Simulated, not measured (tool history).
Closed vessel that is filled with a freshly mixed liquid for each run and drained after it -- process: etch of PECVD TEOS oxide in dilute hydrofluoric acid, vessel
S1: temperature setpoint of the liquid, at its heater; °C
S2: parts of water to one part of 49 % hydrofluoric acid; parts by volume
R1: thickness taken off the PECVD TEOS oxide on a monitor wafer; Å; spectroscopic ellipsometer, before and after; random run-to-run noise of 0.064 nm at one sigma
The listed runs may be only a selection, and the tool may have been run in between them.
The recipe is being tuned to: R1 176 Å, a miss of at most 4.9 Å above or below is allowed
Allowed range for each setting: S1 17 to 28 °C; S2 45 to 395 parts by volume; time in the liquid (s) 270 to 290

Run 1, day 0: S1 20 °C, S2 220 parts by volume, time in the liquid (s) 270. Result: R1 152.02 Å.
Run 2, day 0.104: S1 20.5 °C, S2 220 parts by volume, time in the liquid (s) 270. Result: R1 155.74 Å.
Run 3, day 0.254: S1 20.5 °C, S2 275 parts by volume, time in the liquid (s) 270. Result: R1 118.18 Å.
Run 4, day 0.292: S1 20.5 °C, S2 275 parts by volume, time in the liquid (s) 290. Result: R1 126.96 Å.
Run 5, day 0.621: S1 21 °C, S2 275 parts by volume, time in the liquid (s) 290. Result: R1 128.5 Å.
Run 6, day 0.933: S1 22.5 °C, S2 275 parts by volume, time in the liquid (s) 290. Result: R1 137.73 Å.
Run 7, day 1.238: S1 26.5 °C, S2 270 parts by volume, time in the liquid (s) 290. Result: R1 159.65 Å.
Run 8, day 1.317: S1 27.5 °C, S2 265 parts by volume, time in the liquid (s) 290. Result: R1 170.17 Å.

5 next moves are on the table. One of them brings every result within its allowed miss. Which?
Run A, day 1.396: S1 26 °C, S2 225 parts by volume, time in the liquid (s) 270. Result: R1 ?.
Run B, day 1.396: S1 27 °C, S2 240 parts by volume, time in the liquid (s) 270. Result: R1 ?.
Run C, day 1.396: S1 28 °C, S2 265 parts by volume, time in the liquid (s) 275. Result: R1 ?.
Run D, day 1.396: S1 28 °C, S2 275 parts by volume, time in the liquid (s) 290. Result: R1 ?.
Run E, day 1.396: S1 26.5 °C, S2 260 parts by volume, time in the liquid (s) 285. Result: R1 ?.

move      R1
   A  185.45
   B  177.14
   C  164.53
   D  165.38
   E     166
A: moves the result that the last run missed by most past its target, out the other side
B: every result lands within tolerance
C: the biggest miss grows against the last run
D: the biggest miss grows against the last run
E: the biggest miss grows against the last run
So the answer is move B, the one that meets all the targets.

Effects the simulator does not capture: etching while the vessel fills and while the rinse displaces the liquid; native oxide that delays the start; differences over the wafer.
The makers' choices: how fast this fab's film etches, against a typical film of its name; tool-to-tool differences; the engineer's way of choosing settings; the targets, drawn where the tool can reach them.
